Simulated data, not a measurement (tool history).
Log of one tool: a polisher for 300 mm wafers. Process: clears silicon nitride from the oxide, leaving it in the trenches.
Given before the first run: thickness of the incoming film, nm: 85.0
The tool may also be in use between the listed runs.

run	day	flow of slurry (ml/min)	pressure of the wafer on the pad (psi)	speed of the pad under the wafer (cm/s)	overpolish time after the end point (s)	time until the end point was called (s)
1	0.000	195	2.3	122	4	74.777
2	0.367	195	2.7	122	4	65.557
3	0.712	195	2.7	122	3	65.279
4	1.004	195	2.4	120	3	72.410
5	1.117	245	2.4	120	3	69.992
6	1.279	240	2.2	118	3	75.844
7	1.517	240	1.6	106	3	107.780

For run 8, what comes out?
8	1.675	235	1.5	106	3	?

{"run 8": {"time until the end point was called (s)": 115.69}}
